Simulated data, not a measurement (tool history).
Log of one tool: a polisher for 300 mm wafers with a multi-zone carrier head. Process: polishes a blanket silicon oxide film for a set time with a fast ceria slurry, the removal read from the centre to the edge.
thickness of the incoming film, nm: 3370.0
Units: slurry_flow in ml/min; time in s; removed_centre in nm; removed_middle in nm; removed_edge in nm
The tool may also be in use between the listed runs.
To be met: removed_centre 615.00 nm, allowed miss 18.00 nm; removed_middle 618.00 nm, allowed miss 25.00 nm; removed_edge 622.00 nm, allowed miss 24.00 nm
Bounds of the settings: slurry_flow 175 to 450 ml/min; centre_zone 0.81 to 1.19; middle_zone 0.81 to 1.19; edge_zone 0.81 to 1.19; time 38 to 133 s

| run | day | slurry_flow | centre_zone | middle_zone | edge_zone | time | removed_centre | removed_middle | removed_edge |
|---|---|---|---|---|---|---|---|---|---|
| 1 | 0.000 | 290 | 1.00 | 1.00 | 1.00 | 85 | 939.21 | 970.27 | 923.42 |
| 2 | 0.346 | 290 | 0.99 | 0.98 | 0.98 | 81 | 888.39 | 906.35 | 870.45 |
| 3 | 0.625 | 290 | 0.99 | 0.98 | 0.91 | 81 | 883.72 | 887.26 | 852.31 |
| 4 | 0.792 | 290 | 0.99 | 1.06 | 0.91 | 81 | 898.85 | 968.50 | 843.45 |
| 5 | 0.988 | 290 | 0.98 | 1.04 | 0.90 | 78 | 843.19 | 906.35 | 822.82 |
| 6 | 1.021 | 290 | 0.98 | 1.01 | 0.90 | 78 | 848.22 | 889.14 | 807.39 |
| 7 | 1.242 | 290 | 0.97 | 0.99 | 0.89 | 76 | 810.76 | 860.30 | 792.73 |
| 8 | 1.329 | 290 | 0.97 | 0.97 | 0.89 | 73 | 784.64 | 798.65 | 758.51 |
| 9 | 1.662 | 290 | 0.96 | 0.96 | 0.88 | 71 | 751.37 | 772.87 | 732.40 |
| 10 | 1.692 | 290 | 0.95 | 0.95 | 0.87 | 70 | 733.59 | 753.53 | 721.04 |
| 11 | 1.771 | 290 | 0.94 | 0.94 | 0.87 | 69 | 724.35 | 739.78 | 710.01 |

Which of these 4 next moves meets every target?
| A | 1.850 | 290 | 0.96 | 0.81 | 0.97 | 58 | ? | ? | ? |
| B | 1.850 | 290 | 0.91 | 0.94 | 0.88 | 82 | ? | ? | ? |
| C | 1.850 | 260 | 0.92 | 0.90 | 0.89 | 61 | ? | ? | ? |
| D | 1.850 | 305 | 0.93 | 0.98 | 0.88 | 55 | ? | ? | ? |

| move | removed_centre | removed_middle | removed_edge |
|---|---|---|---|
| A | 615.31 | 549.64 | 624.54 |
| B | 833.63 | 878.93 | 847.88 |
| C | 616.65 | 622.50 | 627.73 |
| D | 572.65 | 613.74 | 570.73 |
A: brings the result that was furthest off to its target, and leaves another outside
B: further off than the last run
C: meets every target
D: takes the result that was furthest off past its target
The right move is C.
